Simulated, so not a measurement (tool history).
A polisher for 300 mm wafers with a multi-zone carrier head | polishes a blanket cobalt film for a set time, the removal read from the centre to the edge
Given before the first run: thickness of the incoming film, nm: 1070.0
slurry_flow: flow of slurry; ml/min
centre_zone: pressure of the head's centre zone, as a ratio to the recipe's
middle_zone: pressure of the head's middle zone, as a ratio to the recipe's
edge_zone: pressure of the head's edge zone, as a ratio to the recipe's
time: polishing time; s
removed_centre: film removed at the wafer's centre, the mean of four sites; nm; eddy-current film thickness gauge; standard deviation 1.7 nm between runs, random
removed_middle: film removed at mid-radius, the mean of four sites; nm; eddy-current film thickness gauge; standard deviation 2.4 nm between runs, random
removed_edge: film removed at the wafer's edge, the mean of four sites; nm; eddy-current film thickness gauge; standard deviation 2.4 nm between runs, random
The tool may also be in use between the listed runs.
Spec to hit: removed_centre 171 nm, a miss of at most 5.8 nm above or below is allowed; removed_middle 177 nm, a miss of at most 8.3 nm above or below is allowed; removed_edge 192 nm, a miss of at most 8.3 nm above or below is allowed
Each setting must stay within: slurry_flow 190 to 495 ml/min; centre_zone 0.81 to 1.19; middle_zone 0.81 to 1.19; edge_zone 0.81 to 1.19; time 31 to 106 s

| run | hour | slurry_flow | centre_zone | middle_zone | edge_zone | time | removed_centre | removed_middle | removed_edge |
|---|---|---|---|---|---|---|---|---|---|
| 1 | 0 | 320 | 1 | 1 | 1 | 68 | 302.79 | 306.54 | 311.72 |
| 2 | 4.9 | 320 | 1 | 0.94 | 1 | 68 | 311.61 | 303.79 | 310.57 |
| 3 | 10.9 | 320 | 0.93 | 0.94 | 1 | 68 | 287.83 | 295.52 | 313.84 |
| 4 | 16.9 | 315 | 0.91 | 0.92 | 0.98 | 60 | 247.26 | 265.12 | 268.66 |
| 5 | 22.3 | 315 | 0.91 | 0.92 | 0.93 | 60 | 243.22 | 263.56 | 271.76 |
| 6 | 25 | 315 | 0.91 | 0.87 | 0.93 | 60 | 244.03 | 255.26 | 269.61 |
| 7 | 28.9 | 305 | 0.9 | 0.85 | 0.95 | 54 | 219.29 | 224.17 | 237.57 |
| 8 | 31.4 | 295 | 0.88 | 0.84 | 0.96 | 51 | 200.81 | 214.4 | 228.5 |
| 9 | 39.2 | 300 | 0.9 | 0.81 | 0.95 | 37 | 149.25 | 155.04 | 164.26 |
| 10 | 45.5 | 300 | 0.9 | 0.81 | 0.96 | 39 | 160.05 | 157.12 | 176.14 |
| 11 | 49.2 | 300 | 0.9 | 0.82 | 0.97 | 40 | 161.48 | 162.86 | 181.4 |
| 12 | 53.7 | 320 | 0.94 | 0.88 | 1.02 | 42 | 179.32 | 177.07 | 195.97 |
| 13 | 62.3 | 315 | 0.93 | 0.88 | 1.01 | 42 | 178.14 | 179.28 | 193.85 |

Below are 5 possible settings for the next run. Only one of them brings all results inside the allowed miss of their targets. Which is it?
| A | 70.9 | 190 | 1.09 | 0.86 | 1 | 39 | ? | ? | ? |
| B | 70.9 | 270 | 0.96 | 0.87 | 0.99 | 43 | ? | ? | ? |
| C | 70.9 | 370 | 1.03 | 0.96 | 1.02 | 41 | ? | ? | ? |
| D | 70.9 | 260 | 0.93 | 0.93 | 1.08 | 41 | ? | ? | ? |
| E | 70.9 | 410 | 1.04 | 0.9 | 1.07 | 41 | ? | ? | ? |

| move | removed_centre | removed_middle | removed_edge |
|---|---|---|---|
| A | 181.67 | 158.03 | 167.97 |
| B | 183.86 | 182.29 | 189.6 |
| C | 193.84 | 188.66 | 186.99 |
| D | 169.15 | 179.83 | 188.05 |
| E | 197.24 | 183.11 | 192.64 |
A: the biggest miss grows against the last run
B: the biggest miss grows against the last run
C: the biggest miss grows against the last run
D: each result inside its tolerance
E: the biggest miss grows against the last run
D meets every target.

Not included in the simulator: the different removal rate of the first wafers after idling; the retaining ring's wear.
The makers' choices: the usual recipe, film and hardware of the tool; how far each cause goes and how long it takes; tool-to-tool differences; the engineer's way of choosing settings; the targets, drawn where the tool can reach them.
